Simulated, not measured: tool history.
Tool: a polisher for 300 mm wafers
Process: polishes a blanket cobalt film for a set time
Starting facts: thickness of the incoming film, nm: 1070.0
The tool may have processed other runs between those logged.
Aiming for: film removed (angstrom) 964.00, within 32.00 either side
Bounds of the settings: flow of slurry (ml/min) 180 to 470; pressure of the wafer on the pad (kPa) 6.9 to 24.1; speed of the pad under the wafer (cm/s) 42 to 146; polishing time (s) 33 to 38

run	hour	flow of slurry (ml/min)	pressure of the wafer on the pad (kPa)	speed of the pad under the wafer (cm/s)	polishing time (s)	film removed (angstrom)
1	0.0	300	15.2	94	38	1773.90
2	1.6	225	15.2	94	38	1689.30
3	6.7	225	15.2	114	38	2070.10
4	15.6	225	15.2	132	38	2369.90
5	16.3	225	12.4	118	37	1713.10
6	24.5	275	12.4	118	37	1744.20
7	28.3	275	12.4	118	37	1716.20
8	30.8	275	10.3	112	37	1374.80
9	36.9	275	6.9	100	37	848.95
10	40.5	275	8.3	100	37	1023.20
11	48.4	270	8.3	100	37	1003.40
12	53.2	265	8.3	100	37	998.16
# hour 56.0: worn pad replaced by a new one
13	56.0	260	8.3	100	37	1079.40
14	64.7	285	8.3	100	37	1085.50
15	67.3	265	8.3	100	37	1102.00
16	70.0	265	8.3	100	37	1070.90
17	71.5	265	7.6	100	37	997.38
18	73.3	265	6.9	100	37	908.52
19	79.3	270	6.9	100	37	915.91
20	87.5	270	7.6	100	37	993.87
21	93.3	270	6.9	100	37	928.60
22	98.8	270	7.6	100	37	991.17

Which of these 5 next moves meets every target?
A	104.3	255	6.9	120	33	?
B	104.3	245	9.0	88	38	?
C	104.3	230	8.3	96	37	?
D	104.3	265	8.3	96	37	?
E	104.3	285	6.9	126	34	?

move	film removed (angstrom)
A	964.07
B	1046.70
C	1019.40
D	1037.30
E	1054.70
A: each result inside its tolerance
B: further off than the last run
C: further off than the last run
D: further off than the last run
E: further off than the last run
The move that meets every target is A.

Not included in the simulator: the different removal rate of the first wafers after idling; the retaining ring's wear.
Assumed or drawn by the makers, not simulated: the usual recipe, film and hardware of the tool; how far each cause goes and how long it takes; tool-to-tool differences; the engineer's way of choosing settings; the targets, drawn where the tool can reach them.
